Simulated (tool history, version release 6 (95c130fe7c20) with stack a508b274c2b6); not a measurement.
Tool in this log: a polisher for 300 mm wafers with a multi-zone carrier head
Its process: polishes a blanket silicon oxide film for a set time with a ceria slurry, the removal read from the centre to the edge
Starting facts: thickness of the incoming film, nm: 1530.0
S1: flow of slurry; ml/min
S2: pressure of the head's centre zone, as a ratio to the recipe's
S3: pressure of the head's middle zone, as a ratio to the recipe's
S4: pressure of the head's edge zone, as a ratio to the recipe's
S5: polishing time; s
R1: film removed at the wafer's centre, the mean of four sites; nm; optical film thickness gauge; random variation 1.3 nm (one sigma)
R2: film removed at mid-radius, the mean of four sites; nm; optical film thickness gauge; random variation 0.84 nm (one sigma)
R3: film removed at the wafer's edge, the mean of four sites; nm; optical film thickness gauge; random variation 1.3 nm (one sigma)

Run 1, hour 0.0: S1 235 ml/min, S2 1.00, S3 1.00, S4 1.00, S5 82 s. Result: R1 178.72 nm, R2 178.900 nm, R3 182.26 nm.
Run 2, hour 3.3: S1 225 ml/min, S2 0.99, S3 0.97, S4 0.99, S5 73 s. Result: R1 157.14 nm, R2 151.580 nm, R3 161.98 nm.
Run 3, hour 5.6: S1 225 ml/min, S2 0.99, S3 0.94, S4 0.99, S5 73 s. Result: R1 154.22 nm, R2 149.320 nm, R3 161.70 nm.
Run 4, hour 11.3: S1 225 ml/min, S2 0.99, S3 0.90, S4 0.99, S5 73 s. Result: R1 154.30 nm, R2 145.420 nm, R3 163.17 nm.
Run 5, hour 12.8: S1 225 ml/min, S2 0.99, S3 0.83, S4 0.99, S5 73 s. Result: R1 150.69 nm, R2 134.950 nm, R3 163.42 nm.
Run 6, hour 20.7: S1 225 ml/min, S2 0.99, S3 0.83, S4 0.99, S5 53 s. Result: R1 113.33 nm, R2 96.781 nm, R3 117.52 nm.
Run 7, hour 25.9: S1 225 ml/min, S2 0.97, S3 0.83, S4 0.97, S5 52 s. Result: R1 109.90 nm, R2 96.438 nm, R3 113.07 nm.
Run 8, hour 29.7: S1 220 ml/min, S2 0.96, S3 0.83, S4 0.97, S5 51 s. Result: R1 102.61 nm, R2 95.259 nm, R3 115.56 nm.
Run 9, hour 37.8: S1 220 ml/min, S2 0.96, S3 0.83, S4 0.95, S5 50 s. Result: R1 104.04 nm, R2 91.680 nm, R3 107.98 nm.
Run 10, hour 42.4: S1 220 ml/min, S2 0.96, S3 0.83, S4 0.95, S5 50 s. Result: R1 102.39 nm, R2 92.470 nm, R3 107.25 nm.

Run 11 is up next; what results do you expect?
Run 11, hour 45.0: S1 215 ml/min, S2 0.96, S3 0.83, S4 0.95, S5 50 s. Result: R1 ?, R2 ?, R3 ?.

{"run 11": {"R1": 102.17, "R2": 92.349, "R3": 109.97}}
